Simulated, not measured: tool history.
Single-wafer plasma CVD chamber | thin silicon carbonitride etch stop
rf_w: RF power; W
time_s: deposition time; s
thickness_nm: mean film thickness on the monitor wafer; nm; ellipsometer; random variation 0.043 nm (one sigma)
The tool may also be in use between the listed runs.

Run 1, hour 0: rf_w 160 W, time_s 26.5 s. Result: thickness_nm 14.425 nm.
Run 2, hour 2.7: rf_w 170 W, time_s 26.5 s. Result: thickness_nm 14.565 nm.
Run 3, hour 8: rf_w 175 W, time_s 27.1 s. Result: thickness_nm 14.943 nm.
Run 4, hour 11.3: rf_w 175 W, time_s 27.7 s. Result: thickness_nm 15.318 nm.
Run 5, hour 18.5: rf_w 175 W, time_s 24.4 s. Result: thickness_nm 13.502 nm.
Run 6, hour 21.1: rf_w 175 W, time_s 25.9 s. Result: thickness_nm 14.332 nm.
Run 7, hour 28.2: rf_w 175 W, time_s 26.6 s. Result: thickness_nm 14.633 nm.

Run 8 comes next. What will it give?
Run 8, hour 37.1: rf_w 200 W, time_s 30.8 s. Result: thickness_nm ?.

{"run 8": {"thickness_nm": 17.394}}
